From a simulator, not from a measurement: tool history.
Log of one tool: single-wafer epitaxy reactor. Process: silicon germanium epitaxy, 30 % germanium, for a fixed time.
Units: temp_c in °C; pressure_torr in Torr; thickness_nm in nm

| run | day | temp_c | pressure_torr | thickness_nm |
|---|---|---|---|---|
| 1 | 0.000 | 590 | 16.6 | 45.070 |
| 2 | 0.071 | 586 | 16.6 | 41.570 |
| 3 | 0.392 | 579 | 16.6 | 35.968 |
| 4 | 0.738 | 585 | 16.6 | 40.749 |
| 5 | 0.975 | 583 | 16.6 | 39.057 |
| 6 | 1.162 | 581 | 16.6 | 37.506 |
| 7 | 1.383 | 580 | 16.6 | 36.718 |

The next listed run, before its measurement:
| 8 | 1.538 | 579 | 16.6 | ? |

{"run 8": {"thickness_nm": 35.94}}
